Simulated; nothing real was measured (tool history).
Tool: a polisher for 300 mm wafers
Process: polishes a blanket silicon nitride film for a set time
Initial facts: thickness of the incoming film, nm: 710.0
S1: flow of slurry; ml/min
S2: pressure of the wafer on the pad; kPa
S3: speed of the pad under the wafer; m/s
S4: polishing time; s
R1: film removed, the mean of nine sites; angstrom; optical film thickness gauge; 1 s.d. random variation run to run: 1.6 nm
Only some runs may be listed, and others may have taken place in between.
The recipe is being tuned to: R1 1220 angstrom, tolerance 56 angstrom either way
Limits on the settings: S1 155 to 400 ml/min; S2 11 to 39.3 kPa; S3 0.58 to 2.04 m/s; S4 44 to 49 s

Run 1, hour 0: S1 255 ml/min, S2 24.8 kPa, S3 1.3 m/s, S4 49 s. Result: R1 957.17 angstrom.
Run 2, hour 8: S1 255 ml/min, S2 25.5 kPa, S3 1.3 m/s, S4 49 s. Result: R1 1000.4 angstrom.
Run 3, hour 9.6: S1 295 ml/min, S2 25.5 kPa, S3 1.3 m/s, S4 49 s. Result: R1 1044.1 angstrom.
Run 4, hour 13.3: S1 300 ml/min, S2 25.5 kPa, S3 1.3 m/s, S4 49 s. Result: R1 1002.6 angstrom.
Run 5, hour 14.3: S1 300 ml/min, S2 26.2 kPa, S3 1.3 m/s, S4 49 s. Result: R1 1031.2 angstrom.
Run 6, hour 21.1: S1 300 ml/min, S2 26.2 kPa, S3 1.3 m/s, S4 44 s. Result: R1 935.01 angstrom.
Run 7, hour 28.4: S1 300 ml/min, S2 26.9 kPa, S3 1.3 m/s, S4 44 s. Result: R1 953.19 angstrom.
Run 8, hour 30.7: S1 300 ml/min, S2 27.6 kPa, S3 1.3 m/s, S4 44 s. Result: R1 986.23 angstrom.

Below are 4 possible settings for the next run. Only one of them brings all results inside the allowed miss of their targets. Which is it?
Run A, hour 33: S1 270 ml/min, S2 26.2 kPa, S3 1.38 m/s, S4 49 s. Result: R1 ?.
Run B, hour 33: S1 335 ml/min, S2 29 kPa, S3 1.76 m/s, S4 44 s. Result: R1 ?.
Run C, hour 33: S1 300 ml/min, S2 20 kPa, S3 1.18 m/s, S4 44 s. Result: R1 ?.
Run D, hour 33: S1 280 ml/min, S2 27.6 kPa, S3 1.5 m/s, S4 49 s. Result: R1 ?.

move      R1
   A  1070.8
   B  1310.7
   C  660.38
   D  1206.8
A: closes in on the targets versus the last run, not all within tolerance yet
B: pushes the last run's worst result past its target
C: the biggest miss grows against the last run
D: all results land within tolerance of their targets
D is the move that brings every result within its allowed miss.
